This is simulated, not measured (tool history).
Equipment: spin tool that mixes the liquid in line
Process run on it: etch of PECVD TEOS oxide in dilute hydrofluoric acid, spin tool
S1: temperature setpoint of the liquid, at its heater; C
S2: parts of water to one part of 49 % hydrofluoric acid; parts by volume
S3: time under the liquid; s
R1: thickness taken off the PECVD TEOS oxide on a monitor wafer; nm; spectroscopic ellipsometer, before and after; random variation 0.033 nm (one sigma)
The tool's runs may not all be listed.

| run | hour | S1 | S2 | S3 | R1 |
|---|---|---|---|---|---|
| 1 | 0.0 | 21.0 | 125 | 55 | 6.5336 |
| 2 | 9.0 | 19.5 | 130 | 55 | 5.8931 |
| 3 | 11.3 | 22.5 | 130 | 55 | 6.6183 |
| 4 | 12.5 | 19.5 | 130 | 55 | 5.9521 |
| 5 | 14.3 | 18.5 | 135 | 55 | 5.4680 |
| 6 | 17.6 | 18.5 | 135 | 35 | 3.4610 |
| 7 | 20.7 | 20.0 | 135 | 35 | 3.6428 |

Predict the results of run 8:
| 8 | 21.8 | 22.5 | 135 | 35 | ? |

Run 8 measured R1 4.0421 nm.

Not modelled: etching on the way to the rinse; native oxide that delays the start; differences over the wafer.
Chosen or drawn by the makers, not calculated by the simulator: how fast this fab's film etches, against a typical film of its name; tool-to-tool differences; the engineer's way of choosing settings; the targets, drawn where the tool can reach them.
